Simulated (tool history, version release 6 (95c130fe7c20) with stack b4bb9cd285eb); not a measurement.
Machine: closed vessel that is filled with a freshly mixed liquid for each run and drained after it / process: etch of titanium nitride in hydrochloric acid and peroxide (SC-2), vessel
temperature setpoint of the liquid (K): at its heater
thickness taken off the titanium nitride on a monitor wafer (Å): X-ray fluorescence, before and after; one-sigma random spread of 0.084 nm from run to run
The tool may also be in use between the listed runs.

run	day	temperature setpoint of the liquid (K)	parts of water to one part each of 37 % hydrochloric acid and 30 % peroxide (parts by volume)	time in the liquid (s)	thickness taken off the titanium nitride on a monitor wafer (Å)
1	0	325.15	8.5	140	80.756
2	0.079	325.65	8.5	140	84.491
3	0.379	325.65	7.5	140	93.576
4	0.642	319.15	7.5	140	60.172
5	0.708	319.15	7.5	100	43.056
6	1.054	320.15	7.5	100	46.16

The next listed run, before its measurement:
7	1.321	321.15	7.5	100	?

Run 7 produced thickness taken off the titanium nitride on a monitor wafer (Å) 49.188.
